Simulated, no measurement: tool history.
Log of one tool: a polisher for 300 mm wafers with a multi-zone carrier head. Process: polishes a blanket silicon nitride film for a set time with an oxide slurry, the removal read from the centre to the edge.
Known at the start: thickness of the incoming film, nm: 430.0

run,day,flow of slurry (ml/min),pressure of the head's centre zone,pressure of the head's middle zone,pressure of the head's edge zone,abrasive content of the slurry,polishing time (s),film removed at the wafer's centre (angstrom),film removed at mid-radius (angstrom),film removed at the wafer's edge (angstrom)
1,0.000,160,1.00,1.00,1.00,1.00,56,304.39,307.65,308.60
2,0.158,155,0.97,1.00,0.98,0.90,54,273.60,286.13,285.51
3,0.392,150,0.95,1.01,0.96,0.85,52,249.38,265.94,258.77
4,0.462,150,0.92,1.01,0.96,0.85,52,239.23,264.62,261.02
5,0.746,150,0.92,1.01,0.96,0.85,58,267.57,301.33,288.42
6,0.925,120,0.92,1.01,0.96,0.85,58,251.57,287.51,284.00
7,0.958,120,0.90,1.01,0.94,0.80,56,240.22,269.22,267.58
8,1.096,120,0.88,1.02,0.94,0.75,54,220.32,256.32,247.33
9,1.338,115,0.87,1.03,0.94,0.70,53,202.33,245.05,235.22
10,1.388,115,0.86,1.03,0.93,0.65,52,193.21,232.63,224.78
11,1.462,115,0.85,1.03,0.92,0.60,51,185.92,223.11,210.92
12,1.612,115,0.84,1.03,0.92,0.60,51,179.84,223.42,215.28
13,1.846,115,0.84,1.03,0.91,0.60,51,180.07,222.69,210.81
14,1.929,100,0.81,1.01,0.84,0.50,50,152.89,191.56,181.42
15,1.967,105,0.81,1.01,0.84,0.50,50,154.99,194.06,182.80

Run 16 comes next. What will it give?
16,1.988,110,0.81,1.01,0.84,0.50,50,?,?,?

film removed at the wafer's centre (angstrom): 159.52
film removed at mid-radius (angstrom): 196.59
film removed at the wafer's edge (angstrom): 187.58

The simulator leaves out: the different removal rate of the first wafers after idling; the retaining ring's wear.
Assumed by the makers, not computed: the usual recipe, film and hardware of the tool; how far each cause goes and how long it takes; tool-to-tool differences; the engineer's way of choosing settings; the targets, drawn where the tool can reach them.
